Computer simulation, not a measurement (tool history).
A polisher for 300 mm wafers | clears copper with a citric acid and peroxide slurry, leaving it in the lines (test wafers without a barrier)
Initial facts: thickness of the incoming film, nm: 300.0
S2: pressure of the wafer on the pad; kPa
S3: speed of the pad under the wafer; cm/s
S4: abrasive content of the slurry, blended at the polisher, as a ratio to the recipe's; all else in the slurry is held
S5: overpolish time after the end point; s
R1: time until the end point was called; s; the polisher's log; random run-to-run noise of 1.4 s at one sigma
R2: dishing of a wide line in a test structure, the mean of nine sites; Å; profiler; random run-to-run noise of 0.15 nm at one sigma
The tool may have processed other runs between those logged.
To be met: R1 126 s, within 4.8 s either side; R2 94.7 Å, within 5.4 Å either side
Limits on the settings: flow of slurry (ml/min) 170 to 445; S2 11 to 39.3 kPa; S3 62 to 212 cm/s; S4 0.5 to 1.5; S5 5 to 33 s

run 1 hour=0 | flow_of_slurry_(ml/min)=285 S2=24.8 S3=136 S4=1 S5=17 | R1=85.236 R2=430.32
run 2 hour=2.3 | flow_of_slurry_(ml/min)=285 S2=22.8 S3=136 S4=1 S5=15 | R1=92.411 R2=360.32
run 3 hour=9.5 | flow_of_slurry_(ml/min)=285 S2=20.7 S3=136 S4=1 S5=13 | R1=102.07 R2=282.07
run 4 hour=13.6 | flow_of_slurry_(ml/min)=285 S2=19.3 S3=138 S4=1 S5=12 | R1=106.53 R2=258.59
run 5 hour=20 | flow_of_slurry_(ml/min)=285 S2=19.3 S3=138 S4=0.95 S5=12 | R1=106.97 R2=249.77
run 6 hour=25.6 | flow_of_slurry_(ml/min)=285 S2=19.3 S3=138 S4=0.75 S5=12 | R1=112.92 R2=245.58
run 7 hour=28.7 | flow_of_slurry_(ml/min)=280 S2=17.9 S3=138 S4=0.85 S5=11 | R1=120.51 R2=211.73
run 8 hour=36.7 | flow_of_slurry_(ml/min)=265 S2=16.5 S3=144 S4=0.85 S5=10 | R1=124.45 R2=184.13
run 9 hour=44.5 | flow_of_slurry_(ml/min)=250 S2=15.9 S3=154 S4=0.8 S5=9 | R1=122.68 R2=168.94
run 10 hour=52.4 | flow_of_slurry_(ml/min)=240 S2=15.2 S3=162 S4=0.75 S5=8 | R1=128.74 R2=143.21

Consider the 4 candidate settings below. Which is the only one whose results all fall within their allowed miss of target?
run A hour=60.3 | flow_of_slurry_(ml/min)=220 S2=15.9 S3=146 S4=0.85 S5=10 | R1=? R2=?
run B hour=60.3 | flow_of_slurry_(ml/min)=250 S2=17.2 S3=134 S4=0.9 S5=10 | R1=? R2=?
run C hour=60.3 | flow_of_slurry_(ml/min)=205 S2=18.6 S3=136 S4=0.75 S5=10 | R1=? R2=?
run D hour=60.3 | flow_of_slurry_(ml/min)=245 S2=17.2 S3=142 S4=0.8 S5=5 | R1=? R2=?

move=A R1=131.87 R2=175.79
move=B R1=126.87 R2=182.72
move=C R1=124.13 R2=186.89
move=D R1=124.3 R2=95.979
A: further off than the last run
B: further off than the last run
C: further off than the last run
D: hits every target within its allowed miss
The move that meets every target is D.

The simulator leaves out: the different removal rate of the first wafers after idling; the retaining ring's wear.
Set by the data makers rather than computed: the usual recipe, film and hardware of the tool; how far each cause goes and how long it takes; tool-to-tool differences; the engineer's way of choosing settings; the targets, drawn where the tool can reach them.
